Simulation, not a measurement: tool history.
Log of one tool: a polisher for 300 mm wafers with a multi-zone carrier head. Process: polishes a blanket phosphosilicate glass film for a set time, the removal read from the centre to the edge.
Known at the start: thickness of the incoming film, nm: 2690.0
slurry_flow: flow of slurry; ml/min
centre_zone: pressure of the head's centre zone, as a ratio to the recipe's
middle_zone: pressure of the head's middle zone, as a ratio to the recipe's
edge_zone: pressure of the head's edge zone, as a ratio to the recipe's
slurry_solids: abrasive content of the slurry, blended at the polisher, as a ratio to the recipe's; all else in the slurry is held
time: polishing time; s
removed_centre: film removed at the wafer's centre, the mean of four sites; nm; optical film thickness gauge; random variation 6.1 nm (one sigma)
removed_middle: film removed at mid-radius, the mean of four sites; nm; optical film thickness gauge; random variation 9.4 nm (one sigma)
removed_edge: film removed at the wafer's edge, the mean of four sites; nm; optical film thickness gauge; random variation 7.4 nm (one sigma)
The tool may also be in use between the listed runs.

{"run": 1, "hour": 0.0, "slurry_flow": 170, "centre_zone": 1, "middle_zone": 1, "edge_zone": 1, "slurry_solids": 1, "time": 75, "removed_centre": 491.79, "removed_middle": 488.41, "removed_edge": 514.15}
{"run": 2, "hour": 1.2, "slurry_flow": 170, "centre_zone": 1, "middle_zone": 1.07, "edge_zone": 1, "slurry_solids": 1, "time": 75, "removed_centre": 484.85, "removed_middle": 501.46, "removed_edge": 497.48}
{"run": 3, "hour": 4.5, "slurry_flow": 170, "centre_zone": 1, "middle_zone": 1.11, "edge_zone": 1, "slurry_solids": 1, "time": 75, "removed_centre": 483.42, "removed_middle": 515.49, "removed_edge": 507.6}
{"run": 4, "hour": 12.0, "slurry_flow": 170, "centre_zone": 1, "middle_zone": 1.11, "edge_zone": 1, "slurry_solids": 1, "time": 88, "removed_centre": 566.21, "removed_middle": 619.94, "removed_edge": 584.42}
{"hour": 16.4, "done": "slurry nozzle cleaned"}
{"run": 5, "hour": 16.4, "slurry_flow": 180, "centre_zone": 1.03, "middle_zone": 1.07, "edge_zone": 1.05, "slurry_solids": 1.05, "time": 88, "removed_centre": 641.43, "removed_middle": 660.34, "removed_edge": 642.16}
{"run": 6, "hour": 25.0, "slurry_flow": 180, "centre_zone": 1.03, "middle_zone": 1.07, "edge_zone": 1.05, "slurry_solids": 0.9, "time": 88, "removed_centre": 589.68, "removed_middle": 603.38, "removed_edge": 599.47}

The next listed run, before its measurement:
{"run": 7, "hour": 26.9, "slurry_flow": 195, "centre_zone": 1.05, "middle_zone": 1.03, "edge_zone": 1.09, "slurry_solids": 0.9, "time": 88, "removed_centre": "?", "removed_middle": "?", "removed_edge": "?"}

{"run 7": {"removed_centre": 603.07, "removed_middle": 577.84, "removed_edge": 611.17}}
